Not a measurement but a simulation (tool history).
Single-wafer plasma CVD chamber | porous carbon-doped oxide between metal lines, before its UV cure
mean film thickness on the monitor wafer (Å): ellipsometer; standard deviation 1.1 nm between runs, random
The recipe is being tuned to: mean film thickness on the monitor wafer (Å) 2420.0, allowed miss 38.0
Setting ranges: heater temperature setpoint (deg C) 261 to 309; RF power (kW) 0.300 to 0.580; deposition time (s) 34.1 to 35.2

run	day	heater temperature setpoint (deg C)	RF power (kW)	deposition time (s)	mean film thickness on the monitor wafer (Å)
1	0.000	285	0.440	34.1	1854.0
2	0.158	285	0.480	34.1	1993.2
3	0.375	285	0.480	35.2	2030.0
4	0.479	285	0.480	34.1	1966.9
5	0.600	281	0.490	34.1	2055.7
6	0.804	278	0.495	34.1	2113.2
7	1.146	275	0.500	34.1	2174.0
8	1.417	273	0.505	34.1	2231.8
9	1.517	271	0.505	34.1	2250.1

Which one of the following 4 next-run settings gets every result inside its allowed miss? There is exactly one.
A	1.617	265	0.520	34.1	?
B	1.617	277	0.555	34.6	?
C	1.617	275	0.555	34.2	?
D	1.617	266	0.545	35.2	?

move	mean film thickness on the monitor wafer (Å)
A	2406.0
B	2326.9
C	2334.7
D	2538.9
A: all results in spec
B: closes in on the targets versus the last run, not all within tolerance yet
C: closes in on the targets versus the last run, not all within tolerance yet
D: the result that was furthest off in the last run now lies on the other side of its target
Move A is the one to make.
